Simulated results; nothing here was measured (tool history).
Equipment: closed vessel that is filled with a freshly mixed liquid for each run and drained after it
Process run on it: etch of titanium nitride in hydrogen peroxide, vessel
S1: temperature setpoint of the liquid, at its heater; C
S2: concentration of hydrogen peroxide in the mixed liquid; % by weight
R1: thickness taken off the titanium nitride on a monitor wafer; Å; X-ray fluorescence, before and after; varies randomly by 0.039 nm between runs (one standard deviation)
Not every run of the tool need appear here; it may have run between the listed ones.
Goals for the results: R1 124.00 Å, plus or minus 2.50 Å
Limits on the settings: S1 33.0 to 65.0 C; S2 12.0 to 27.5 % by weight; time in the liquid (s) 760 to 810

{"run": 1, "hour": 0.0, "S1": 49.0, "S2": 18.5, "time in the liquid (s)": 760, "R1": 313.13}
{"run": 2, "hour": 2.6, "S1": 56.0, "S2": 18.5, "time in the liquid (s)": 760, "R1": 512.26}
{"run": 3, "hour": 10.3, "S1": 56.0, "S2": 22.0, "time in the liquid (s)": 760, "R1": 532.25}
{"run": 4, "hour": 19.1, "S1": 53.5, "S2": 22.0, "time in the liquid (s)": 760, "R1": 445.54}
{"run": 5, "hour": 21.1, "S1": 53.5, "S2": 22.0, "time in the liquid (s)": 760, "R1": 444.73}
{"run": 6, "hour": 28.2, "S1": 48.5, "S2": 22.0, "time in the liquid (s)": 760, "R1": 311.19}
{"run": 7, "hour": 29.5, "S1": 40.5, "S2": 21.5, "time in the liquid (s)": 760, "R1": 170.52}
{"run": 8, "hour": 31.1, "S1": 39.5, "S2": 21.5, "time in the liquid (s)": 760, "R1": 156.91}
{"run": 9, "hour": 38.7, "S1": 38.5, "S2": 21.5, "time in the liquid (s)": 760, "R1": 146.57}
{"run": 10, "hour": 42.6, "S1": 38.0, "S2": 21.5, "time in the liquid (s)": 760, "R1": 139.66}
{"run": 11, "hour": 48.3, "S1": 37.5, "S2": 21.5, "time in the liquid (s)": 760, "R1": 134.81}
{"run": 12, "hour": 53.6, "S1": 37.0, "S2": 21.5, "time in the liquid (s)": 760, "R1": 129.87}

Consider the 5 candidate settings below. Which is the only one whose results all fall within their allowed miss of target?
{"run": "A", "hour": 58.9, "S1": 35.5, "S2": 23.0, "time in the liquid (s)": 810, "R1": "?"}
{"run": "B", "hour": 58.9, "S1": 37.5, "S2": 21.0, "time in the liquid (s)": 760, "R1": "?"}
{"run": "C", "hour": 58.9, "S1": 37.0, "S2": 21.0, "time in the liquid (s)": 790, "R1": "?"}
{"run": "D", "hour": 58.9, "S1": 37.0, "S2": 20.0, "time in the liquid (s)": 785, "R1": "?"}
{"run": "E", "hour": 58.9, "S1": 37.5, "S2": 17.5, "time in the liquid (s)": 810, "R1": "?"}

move=A R1=124.68
move=B R1=134.26
move=C R1=134.20
move=D R1=131.96
move=E R1=137.62
A: all results land within tolerance of their targets
B: its largest miss is bigger than the last run's
C: its largest miss is bigger than the last run's
D: its largest miss is bigger than the last run's
E: its largest miss is bigger than the last run's
Correct choice: A, which meets every target

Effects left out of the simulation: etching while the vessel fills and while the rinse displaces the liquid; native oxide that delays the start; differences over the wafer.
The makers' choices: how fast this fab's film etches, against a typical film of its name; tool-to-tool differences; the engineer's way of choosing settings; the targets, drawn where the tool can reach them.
